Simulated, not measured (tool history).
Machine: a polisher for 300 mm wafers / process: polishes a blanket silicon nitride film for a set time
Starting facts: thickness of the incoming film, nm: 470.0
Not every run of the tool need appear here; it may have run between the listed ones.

run    day  flow of slurry (ml/min)  pressure of the wafer on the pad (psi)  speed of the pad under the wafer (cm/s)  polishing time (s)  film removed (Å)
  1  0.000                      145                                     4.7                                      106                  23            623.22
  2  0.254                      110                                     4.7                                      106                  23            597.56
  3  0.529                      105                                     3.9                                      100                  23            472.09
  4  0.604                      105                                     3.9                                      100                  23            475.33
  5  0.708                      100                                     3.3                                       96                  23            388.33
  6  1.000                      100                                     3.0                                       96                  23            350.07
  7  1.246                      100                                     2.8                                       96                  23            328.26

Forecast run 8:
  8  1.354                      100                                     2.7                                       96                  23                 ?

film removed (Å): 320.65
